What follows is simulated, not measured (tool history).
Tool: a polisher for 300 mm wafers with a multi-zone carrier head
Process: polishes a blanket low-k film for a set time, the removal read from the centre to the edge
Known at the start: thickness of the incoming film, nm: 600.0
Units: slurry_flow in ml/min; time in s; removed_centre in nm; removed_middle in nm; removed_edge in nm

run 1 hour=0 | slurry_flow=140 centre_zone=1 middle_zone=1 edge_zone=1 slurry_solids=1 time=53 | removed_centre=26.018 removed_middle=26.465 removed_edge=27.627
run 2 hour=2.1 | slurry_flow=140 centre_zone=1 middle_zone=0.93 edge_zone=1 slurry_solids=1 time=53 | removed_centre=25.95 removed_middle=25.222 removed_edge=27.091
run 3 hour=6.2 | slurry_flow=105 centre_zone=1 middle_zone=0.93 edge_zone=1 slurry_solids=1 time=53 | removed_centre=23.294 removed_middle=22.992 removed_edge=26.009
run 4 hour=10.1 | slurry_flow=105 centre_zone=1 middle_zone=0.93 edge_zone=1 slurry_solids=1 time=45 | removed_centre=19.753 removed_middle=19.628 removed_edge=21.434
-- hour=14.2 slurry nozzle cleaned
run 5 hour=14.2 | slurry_flow=115 centre_zone=1 middle_zone=0.95 edge_zone=1.02 slurry_solids=1.05 time=45 | removed_centre=22.99 removed_middle=22.692 removed_edge=24.599
run 6 hour=22.9 | slurry_flow=115 centre_zone=1 middle_zone=0.95 edge_zone=1.02 slurry_solids=1.05 time=40 | removed_centre=20.167 removed_middle=20.097 removed_edge=21.728
run 7 hour=27.1 | slurry_flow=120 centre_zone=1 middle_zone=0.97 edge_zone=1.04 slurry_solids=1.05 time=40 | removed_centre=20.536 removed_middle=20.708 removed_edge=22.044
run 8 hour=30.6 | slurry_flow=125 centre_zone=1 middle_zone=0.98 edge_zone=1.06 slurry_solids=1.05 time=40 | removed_centre=20.663 removed_middle=20.696 removed_edge=22.089

Run 9 comes next. What will it give?
run 9 hour=32 | slurry_flow=130 centre_zone=1 middle_zone=0.99 edge_zone=1.07 slurry_solids=1.1 time=40 | removed_centre=? removed_middle=? removed_edge=?

{"run 9": {"removed_centre": 21.684, "removed_middle": 22.16, "removed_edge": 22.69}}
